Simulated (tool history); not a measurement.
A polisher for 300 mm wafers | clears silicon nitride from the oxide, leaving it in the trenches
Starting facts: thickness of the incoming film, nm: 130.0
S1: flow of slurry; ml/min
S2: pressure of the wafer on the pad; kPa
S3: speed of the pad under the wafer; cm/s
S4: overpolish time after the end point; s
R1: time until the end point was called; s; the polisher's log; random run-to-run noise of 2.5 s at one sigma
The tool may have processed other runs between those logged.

| run | hour | S1 | S2 | S3 | S4 | R1 |
|---|---|---|---|---|---|---|
| 1 | 0 | 150 | 21.4 | 120 | 5 | 88.827 |
| 2 | 1.5 | 150 | 20 | 120 | 5 | 92.894 |
| 3 | 8.1 | 150 | 18.6 | 118 | 5 | 104.75 |
| 4 | 11.2 | 150 | 17.9 | 118 | 5 | 105.83 |
| 5 | 15.4 | 150 | 17.9 | 136 | 5 | 95.314 |
| 6 | 17.6 | 150 | 21.4 | 136 | 5 | 79.877 |

For run 7, what comes out?
| 7 | 22.4 | 150 | 20 | 134 | 5 | ? |

Run 7 produced R1 85.572 s.

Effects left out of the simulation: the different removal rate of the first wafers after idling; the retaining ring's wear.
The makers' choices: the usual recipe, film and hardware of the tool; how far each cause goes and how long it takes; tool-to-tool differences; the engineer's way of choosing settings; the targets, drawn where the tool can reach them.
